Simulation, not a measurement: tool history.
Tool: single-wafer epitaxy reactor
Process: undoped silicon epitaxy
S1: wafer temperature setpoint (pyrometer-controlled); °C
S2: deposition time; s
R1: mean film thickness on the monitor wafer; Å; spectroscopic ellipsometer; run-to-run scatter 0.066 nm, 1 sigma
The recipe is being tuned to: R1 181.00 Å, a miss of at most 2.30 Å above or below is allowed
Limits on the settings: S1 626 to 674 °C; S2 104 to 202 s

run 1 hour=0.0 | S1=650 S2=153 | R1=274.52
run 2 hour=6.0 | S1=644 S2=153 | R1=236.85
run 3 hour=14.1 | S1=641 S2=153 | R1=219.09
run 4 hour=18.6 | S1=639 S2=153 | R1=208.58
run 5 hour=21.3 | S1=637 S2=153 | R1=197.15
run 6 hour=27.8 | S1=637 S2=161 | R1=209.00
run 7 hour=29.4 | S1=635 S2=161 | R1=199.94
run 8 hour=36.2 | S1=634 S2=161 | R1=193.76
run 9 hour=38.9 | S1=633 S2=161 | R1=187.91
run 10 hour=43.1 | S1=632 S2=161 | R1=183.85

Exactly one of the 4 candidate moves below puts every result within its allowed miss. Which one?
run A hour=47.3 | S1=633 S2=158 | R1=?
run B hour=47.3 | S1=635 S2=151 | R1=?
run C hour=47.3 | S1=634 S2=155 | R1=?
run D hour=47.3 | S1=635 S2=147 | R1=?

move=A R1=184.80
move=B R1=185.99
move=C R1=186.05
move=D R1=181.06
A: moves away from the targets compared with the last run
B: moves away from the targets compared with the last run
C: moves away from the targets compared with the last run
D: each result inside its tolerance
Go with D: it meets all targets.
